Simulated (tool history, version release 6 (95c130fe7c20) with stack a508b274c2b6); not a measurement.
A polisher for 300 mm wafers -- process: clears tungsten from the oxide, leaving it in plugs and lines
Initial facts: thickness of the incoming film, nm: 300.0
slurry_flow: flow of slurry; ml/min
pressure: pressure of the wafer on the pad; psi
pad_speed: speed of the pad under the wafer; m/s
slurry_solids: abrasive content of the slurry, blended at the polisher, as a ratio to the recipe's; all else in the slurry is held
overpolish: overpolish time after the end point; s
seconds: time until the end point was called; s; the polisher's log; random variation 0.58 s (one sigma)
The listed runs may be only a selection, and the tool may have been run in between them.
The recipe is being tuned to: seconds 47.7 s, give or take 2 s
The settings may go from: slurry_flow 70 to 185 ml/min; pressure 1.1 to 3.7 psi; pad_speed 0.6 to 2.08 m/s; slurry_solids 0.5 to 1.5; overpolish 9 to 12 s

run 1 hour=0 | slurry_flow=120 pressure=2.4 pad_speed=1.34 slurry_solids=1 overpolish=12 | seconds=72.279
run 2 hour=9 | slurry_flow=120 pressure=2.4 pad_speed=1.34 slurry_solids=1.1 overpolish=12 | seconds=70.825
run 3 hour=10.5 | slurry_flow=120 pressure=2.4 pad_speed=1.34 slurry_solids=0.95 overpolish=12 | seconds=73.838
run 4 hour=16.6 | slurry_flow=120 pressure=2.4 pad_speed=1.62 slurry_solids=0.95 overpolish=12 | seconds=60.748
run 5 hour=25.4 | slurry_flow=140 pressure=2.4 pad_speed=1.62 slurry_solids=0.95 overpolish=12 | seconds=60.745
run 6 hour=25.9 | slurry_flow=140 pressure=2.5 pad_speed=1.62 slurry_solids=0.95 overpolish=12 | seconds=57.878
run 7 hour=26.6 | slurry_flow=140 pressure=2.6 pad_speed=1.62 slurry_solids=0.95 overpolish=12 | seconds=55.677
run 8 hour=27.6 | slurry_flow=140 pressure=2.7 pad_speed=1.62 slurry_solids=0.95 overpolish=12 | seconds=53.441
run 9 hour=33.2 | slurry_flow=140 pressure=2.9 pad_speed=1.62 slurry_solids=0.95 overpolish=12 | seconds=50.221

5 candidate next runs follow, results not yet known. Just one meets every target within its allowed miss. Identify it.
run A hour=38.8 | slurry_flow=135 pressure=2.7 pad_speed=1.7 slurry_solids=0.95 overpolish=9 | seconds=?
run B hour=38.8 | slurry_flow=145 pressure=3.1 pad_speed=1.5 slurry_solids=1.05 overpolish=12 | seconds=?
run C hour=38.8 | slurry_flow=165 pressure=2.5 pad_speed=1.68 slurry_solids=0.95 overpolish=12 | seconds=?
run D hour=38.8 | slurry_flow=150 pressure=2.9 pad_speed=1.52 slurry_solids=0.8 overpolish=9 | seconds=?
run E hour=38.8 | slurry_flow=145 pressure=2.9 pad_speed=1.86 slurry_solids=0.55 overpolish=9 | seconds=?

move=A seconds=51.566
move=B seconds=48.873
move=C seconds=54.63
move=D seconds=55.727
move=E seconds=52.154
A: the biggest miss grows against the last run
B: meets every target
C: the biggest miss grows against the last run
D: the biggest miss grows against the last run
E: the biggest miss grows against the last run
The move that meets every target is B.

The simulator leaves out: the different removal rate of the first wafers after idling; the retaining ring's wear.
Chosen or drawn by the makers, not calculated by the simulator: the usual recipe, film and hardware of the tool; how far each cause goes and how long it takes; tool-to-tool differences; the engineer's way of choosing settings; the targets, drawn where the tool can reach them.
